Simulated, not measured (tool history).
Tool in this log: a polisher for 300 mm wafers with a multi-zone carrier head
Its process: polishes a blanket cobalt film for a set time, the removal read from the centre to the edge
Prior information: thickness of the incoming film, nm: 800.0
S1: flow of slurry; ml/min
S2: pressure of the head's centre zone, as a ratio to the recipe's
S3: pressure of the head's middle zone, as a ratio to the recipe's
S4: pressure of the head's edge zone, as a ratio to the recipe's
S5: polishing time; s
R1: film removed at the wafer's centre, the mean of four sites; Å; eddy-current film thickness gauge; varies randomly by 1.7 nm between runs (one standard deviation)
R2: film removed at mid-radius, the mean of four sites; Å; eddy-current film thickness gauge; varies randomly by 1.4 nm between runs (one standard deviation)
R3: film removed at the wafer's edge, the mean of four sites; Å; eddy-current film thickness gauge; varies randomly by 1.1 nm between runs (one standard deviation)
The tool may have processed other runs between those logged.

Run 1, day 0: S1 280 ml/min, S2 1, S3 1, S4 1, S5 42 s. Result: R1 2226 Å, R2 2274.7 Å, R3 2191.9 Å.
Run 2, day 0.338: S1 235 ml/min, S2 1, S3 1, S4 1, S5 42 s. Result: R1 2191.4 Å, R2 2256.4 Å, R3 2168.4 Å.
Run 3, day 0.617: S1 235 ml/min, S2 0.94, S3 1, S4 1, S5 42 s. Result: R1 2059.5 Å, R2 2245.4 Å, R3 2201.5 Å.
Run 4, day 0.854: S1 235 ml/min, S2 0.94, S3 1, S4 0.93, S5 42 s. Result: R1 2052.6 Å, R2 2237.2 Å, R3 2077.8 Å.
Run 5, day 1.038: S1 235 ml/min, S2 0.95, S3 0.98, S4 0.91, S5 39 s. Result: R1 1953.3 Å, R2 2032 Å, R3 1904.1 Å.
Run 6, day 1.3: S1 235 ml/min, S2 1.02, S3 0.98, S4 0.91, S5 39 s. Result: R1 2131.3 Å, R2 2069.7 Å, R3 1936.8 Å.
Run 7, day 1.517: S1 235 ml/min, S2 1.02, S3 0.98, S4 0.91, S5 39 s. Result: R1 2111.4 Å, R2 2060.1 Å, R3 1908.9 Å.

What will run 8 give?
Run 8, day 1.712: S1 235 ml/min, S2 1.02, S3 0.97, S4 0.9, S5 36 s. Result: R1 ?, R2 ?, R3 ?.

{"run 8": {"R1": 1933, "R2": 1870.7, "R3": 1769.7}}
